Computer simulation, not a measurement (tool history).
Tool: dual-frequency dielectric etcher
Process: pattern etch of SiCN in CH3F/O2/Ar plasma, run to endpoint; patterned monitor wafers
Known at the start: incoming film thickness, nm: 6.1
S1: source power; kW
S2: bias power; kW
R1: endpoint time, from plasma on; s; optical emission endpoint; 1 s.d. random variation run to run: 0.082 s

run 1 hour=0.0 | S1=0.340 S2=0.068 | R1=15.506
run 2 hour=3.8 | S1=0.320 S2=0.068 | R1=16.121
run 3 hour=6.9 | S1=0.320 S2=0.063 | R1=16.713
run 4 hour=13.7 | S1=0.350 S2=0.064 | R1=15.823
run 5 hour=21.2 | S1=0.350 S2=0.074 | R1=15.039
run 6 hour=22.7 | S1=0.350 S2=0.067 | R1=15.533
run 7 hour=24.9 | S1=0.370 S2=0.068 | R1=15.124
run 8 hour=26.7 | S1=0.380 S2=0.069 | R1=14.678

The next listed run, before its measurement:
run 9 hour=32.7 | S1=0.390 S2=0.069 | R1=?

Run 9 came out at R1 14.508 s.
